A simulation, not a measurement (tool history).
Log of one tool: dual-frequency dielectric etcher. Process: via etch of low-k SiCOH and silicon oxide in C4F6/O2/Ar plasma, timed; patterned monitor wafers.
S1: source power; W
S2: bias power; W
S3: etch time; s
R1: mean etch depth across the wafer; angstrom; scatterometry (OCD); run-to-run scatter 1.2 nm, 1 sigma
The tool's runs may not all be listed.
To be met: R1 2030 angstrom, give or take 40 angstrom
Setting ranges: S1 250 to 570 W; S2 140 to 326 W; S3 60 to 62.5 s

run	hour	S1	S2	S3	R1
1	0	410	233	60	1761.1
2	2.5	410	193	60	1664.1
3	6.2	410	153	60	1548.6
4	12.8	440	168	60	1641.1
5	20.2	440	205	60	1749.5
6	26.3	460	207	60	1773.6
7	28	460	207	60	1782.8
8	29.9	480	211	60	1821.8
9	36	490	215	60	1843.7
10	40	500	219	60	1851.8
11	48.7	510	225	60	1883.5
12	57.5	520	230	60	1913.1
13	61.6	530	234	60	1929.7
14	66.6	540	238	60	1959.3
15	73.2	540	240	60	1969.3
16	77.9	540	242	60	1971.6
17	80.1	540	244	60	1985
18	86.5	540	245	60	1980.3
19	90.1	540	246	60	1992.6

Which one of the following 5 next-run settings gets every result inside its allowed miss? There is exactly one.
A	93.7	560	204	60.5	?
B	93.7	500	235	62	?
C	93.7	510	240	61	?
D	93.7	520	225	61	?
E	93.7	530	270	60	?

move	R1
A	1903.4
B	1959.9
C	1955.1
D	1928
E	2026.2
A: the biggest miss grows against the last run
B: the biggest miss grows against the last run
C: the biggest miss grows against the last run
D: the biggest miss grows against the last run
E: hits every target within its allowed miss
Correct choice: E, which meets every target

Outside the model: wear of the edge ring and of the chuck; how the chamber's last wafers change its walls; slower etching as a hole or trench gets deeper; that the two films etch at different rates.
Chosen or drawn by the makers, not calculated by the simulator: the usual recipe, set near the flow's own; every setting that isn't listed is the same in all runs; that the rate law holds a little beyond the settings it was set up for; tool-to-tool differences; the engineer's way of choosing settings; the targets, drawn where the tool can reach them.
